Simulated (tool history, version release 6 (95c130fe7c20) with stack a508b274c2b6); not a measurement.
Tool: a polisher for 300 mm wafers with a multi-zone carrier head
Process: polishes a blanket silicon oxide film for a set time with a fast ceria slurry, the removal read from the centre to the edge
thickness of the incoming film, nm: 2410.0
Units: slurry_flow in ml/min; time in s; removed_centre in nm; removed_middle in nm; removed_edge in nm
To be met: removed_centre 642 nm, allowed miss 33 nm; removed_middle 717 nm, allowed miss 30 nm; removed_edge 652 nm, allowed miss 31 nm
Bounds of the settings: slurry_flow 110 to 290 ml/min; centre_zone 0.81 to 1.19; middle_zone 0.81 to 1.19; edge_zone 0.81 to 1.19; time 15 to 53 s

Run 1, day 0: slurry_flow 185 ml/min, centre_zone 1, middle_zone 1, edge_zone 1, time 34 s. Result: removed_centre 490.31 nm, removed_middle 471.78 nm, removed_edge 481.91 nm.
Run 2, day 0.3: slurry_flow 195 ml/min, centre_zone 1, middle_zone 1.04, edge_zone 1.02, time 36 s. Result: removed_centre 525.98 nm, removed_middle 526.87 nm, removed_edge 533.75 nm.
Run 3, day 0.429: slurry_flow 195 ml/min, centre_zone 1, middle_zone 1.04, edge_zone 0.98, time 36 s. Result: removed_centre 516.11 nm, removed_middle 523.87 nm, removed_edge 512.42 nm.
Run 4, day 0.754: slurry_flow 195 ml/min, centre_zone 1, middle_zone 1.04, edge_zone 0.93, time 36 s. Result: removed_centre 535.21 nm, removed_middle 525.38 nm, removed_edge 500.19 nm.
Run 5, day 0.917: slurry_flow 195 ml/min, centre_zone 1, middle_zone 1.04, edge_zone 0.93, time 40 s. Result: removed_centre 585.71 nm, removed_middle 575.89 nm, removed_edge 559.06 nm.
Run 6, day 1: slurry_flow 195 ml/min, centre_zone 1, middle_zone 1.04, edge_zone 0.93, time 36 s. Result: removed_centre 531.4 nm, removed_middle 529.66 nm, removed_edge 497.2 nm.
Run 7, day 1.025: slurry_flow 205 ml/min, centre_zone 1.01, middle_zone 1.08, edge_zone 0.96, time 37 s. Result: removed_centre 542.62 nm, removed_middle 556.21 nm, removed_edge 533.09 nm.
Run 8, day 1.392: slurry_flow 210 ml/min, centre_zone 1.01, middle_zone 1.11, edge_zone 0.95, time 39 s. Result: removed_centre 581.5 nm, removed_middle 609.32 nm, removed_edge 540.51 nm.
Run 9, day 1.7: slurry_flow 215 ml/min, centre_zone 1.01, middle_zone 1.12, edge_zone 0.98, time 40 s. Result: removed_centre 597.67 nm, removed_middle 620.15 nm, removed_edge 562.52 nm.
Run 10, day 1.817: slurry_flow 215 ml/min, centre_zone 1, middle_zone 1.13, edge_zone 1, time 41 s. Result: removed_centre 587.27 nm, removed_middle 637.03 nm, removed_edge 590.41 nm.
Run 11, day 1.875: slurry_flow 220 ml/min, centre_zone 1, middle_zone 1.14, edge_zone 1.01, time 42 s. Result: removed_centre 618.17 nm, removed_middle 659.67 nm, removed_edge 617.35 nm.

4 next moves are on the table. One of them brings every result within its allowed miss. Which?
Run A, day 1.933: slurry_flow 285 ml/min, centre_zone 1.07, middle_zone 1.09, edge_zone 1.08, time 40 s. Result: removed_centre ?, removed_middle ?, removed_edge ?.
Run B, day 1.933: slurry_flow 230 ml/min, centre_zone 1.03, middle_zone 0.96, edge_zone 1.1, time 43 s. Result: removed_centre ?, removed_middle ?, removed_edge ?.
Run C, day 1.933: slurry_flow 265 ml/min, centre_zone 1.01, middle_zone 1.19, edge_zone 1.11, time 42 s. Result: removed_centre ?, removed_middle ?, removed_edge ?.
Run D, day 1.933: slurry_flow 225 ml/min, centre_zone 1.12, middle_zone 1.12, edge_zone 1, time 38 s. Result: removed_centre ?, removed_middle ?, removed_edge ?.

move  removed_centre  removed_middle  removed_edge
   A          635.23          646.68        608.78
   B          640.85           611.9        650.52
   C          624.85          726.55        643.38
   D          615.21           613.4        547.55
A: further off than the last run
B: further off than the last run
C: meets every target
D: further off than the last run
Answer: C
